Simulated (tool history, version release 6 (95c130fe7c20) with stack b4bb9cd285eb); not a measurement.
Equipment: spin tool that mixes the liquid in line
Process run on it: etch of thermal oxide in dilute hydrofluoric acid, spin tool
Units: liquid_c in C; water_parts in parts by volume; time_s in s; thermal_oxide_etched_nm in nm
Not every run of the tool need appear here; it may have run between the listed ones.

run	day	liquid_c	water_parts	time_s	thermal_oxide_etched_nm
1	0.000	21.0	55	75	5.4844
2	0.067	18.5	55	75	4.9143
3	0.383	18.5	45	75	6.1047
4	0.412	18.0	55	75	4.8164
5	0.467	18.0	40	75	6.8085
6	0.617	18.0	50	75	5.2709

What will run 7 give?
7	0.667	18.0	60	75	?

Run 7 produced thermal_oxide_etched_nm 4.3541 nm.
